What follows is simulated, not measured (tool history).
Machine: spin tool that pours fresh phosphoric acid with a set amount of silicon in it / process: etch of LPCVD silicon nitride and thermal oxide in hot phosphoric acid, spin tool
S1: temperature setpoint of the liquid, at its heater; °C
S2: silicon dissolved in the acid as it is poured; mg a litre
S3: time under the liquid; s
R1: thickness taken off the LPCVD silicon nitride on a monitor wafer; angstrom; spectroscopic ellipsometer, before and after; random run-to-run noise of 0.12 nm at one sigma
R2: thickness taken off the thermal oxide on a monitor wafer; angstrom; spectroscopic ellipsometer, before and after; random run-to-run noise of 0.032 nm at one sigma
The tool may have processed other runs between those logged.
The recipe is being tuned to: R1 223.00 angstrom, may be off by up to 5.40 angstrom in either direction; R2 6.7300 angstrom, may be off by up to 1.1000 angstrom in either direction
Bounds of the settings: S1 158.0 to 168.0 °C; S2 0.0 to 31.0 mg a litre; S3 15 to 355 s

{"run": 1, "day": 0.0, "S1": 163.0, "S2": 13.5, "S3": 180, "R1": 155.99, "R2": 4.1002}
{"run": 2, "day": 0.225, "S1": 164.0, "S2": 13.5, "S3": 190, "R1": 171.48, "R2": 4.4264}
{"run": 3, "day": 0.596, "S1": 165.0, "S2": 12.0, "S3": 195, "R1": 181.78, "R2": 5.2191}
{"run": 4, "day": 0.683, "S1": 165.0, "S2": 12.0, "S3": 135, "R1": 125.18, "R2": 3.5367}
{"run": 5, "day": 0.967, "S1": 165.0, "S2": 12.0, "S3": 170, "R1": 158.06, "R2": 4.4693}
{"run": 6, "day": 1.267, "S1": 164.0, "S2": 12.0, "S3": 170, "R1": 151.89, "R2": 4.0423}
{"run": 7, "day": 1.325, "S1": 164.5, "S2": 12.0, "S3": 180, "R1": 164.31, "R2": 4.4722}
{"run": 8, "day": 1.362, "S1": 165.0, "S2": 11.5, "S3": 190, "R1": 176.99, "R2": 5.2085}
{"run": 9, "day": 1.671, "S1": 165.5, "S2": 12.5, "S3": 195, "R1": 183.48, "R2": 5.2467}
{"run": 10, "day": 1.996, "S1": 166.0, "S2": 12.5, "S3": 200, "R1": 191.82, "R2": 6.281}
{"run": 11, "day": 2.325, "S1": 167.0, "S2": 21.5, "S3": 225, "R1": 225.46, "R2": 5.0515}
{"run": 12, "day": 2.571, "S1": 167.0, "S2": 20.0, "S3": 225, "R1": 225.55, "R2": 5.5659}

Which single option among these 4 for the next run brings every result within its allowed miss of target? Just one does.
{"run": "A", "day": 2.817, "S1": 165.5, "S2": 23.0, "S3": 240, "R1": "?", "R2": "?"}
{"run": "B", "day": 2.817, "S1": 164.5, "S2": 27.0, "S3": 255, "R1": "?", "R2": "?"}
{"run": "C", "day": 2.817, "S1": 166.0, "S2": 13.5, "S3": 230, "R1": "?", "R2": "?"}
{"run": "D", "day": 2.817, "S1": 165.5, "S2": 22.5, "S3": 235, "R1": "?", "R2": "?"}

move=A R1=227.60 R2=5.0851
move=B R1=233.93 R2=4.3936
move=C R1=221.75 R2=6.5548
move=D R1=222.86 R2=5.0569
A: lands further from the targets than the last run did
B: lands further from the targets than the last run did
C: all results land within tolerance of their targets
D: lands further from the targets than the last run did
C meets every target.

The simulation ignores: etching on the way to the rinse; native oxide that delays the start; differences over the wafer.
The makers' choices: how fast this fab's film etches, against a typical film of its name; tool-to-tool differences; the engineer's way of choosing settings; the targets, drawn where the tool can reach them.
